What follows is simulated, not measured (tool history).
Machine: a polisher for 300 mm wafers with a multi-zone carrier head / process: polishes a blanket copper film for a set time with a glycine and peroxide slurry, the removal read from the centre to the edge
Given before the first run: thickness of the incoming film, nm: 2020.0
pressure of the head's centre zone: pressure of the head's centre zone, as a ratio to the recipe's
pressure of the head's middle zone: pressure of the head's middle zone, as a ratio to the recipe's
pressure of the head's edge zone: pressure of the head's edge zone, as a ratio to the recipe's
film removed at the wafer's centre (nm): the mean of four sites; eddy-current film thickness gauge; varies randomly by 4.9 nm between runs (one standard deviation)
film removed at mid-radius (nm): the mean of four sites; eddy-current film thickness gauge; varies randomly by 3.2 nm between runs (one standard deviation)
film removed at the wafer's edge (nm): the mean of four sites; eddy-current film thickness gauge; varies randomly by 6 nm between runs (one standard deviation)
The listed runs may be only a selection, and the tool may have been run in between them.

run	hour	flow of slurry (ml/min)	pressure of the head's centre zone	pressure of the head's middle zone	pressure of the head's edge zone	polishing time (s)	film removed at the wafer's centre (nm)	film removed at mid-radius (nm)	film removed at the wafer's edge (nm)
1	0	195	1	1	1	77	436.25	449.41	433.93
2	2	195	0.93	1	1	77	394.56	449.34	437.72
3	9.8	195	0.93	1	1.03	77	396.48	450.81	445.61
4	18.8	210	0.93	1.02	1.04	77	398	464.19	452.14
5	25.1	225	0.93	1.03	1.05	77	408.3	474.54	452.46
6	28.2	235	0.92	1.04	1.07	77	401.25	482.23	455.87
7	33.7	240	0.92	1.05	1.09	77	405.19	483.61	461.24
8	41.8	245	0.92	1.06	1.1	77	410.86	483.17	459.07
9	44.4	250	0.91	1.07	1.11	78	413.94	498.5	460.47

What does the tool deliver on the next run?
10	45.7	255	0.9	1.07	1.12	79	?	?	?

{"run 10": {"film removed at the wafer's centre (nm)": 419.93, "film removed at mid-radius (nm)": 505.4, "film removed at the wafer's edge (nm)": 475.05}}
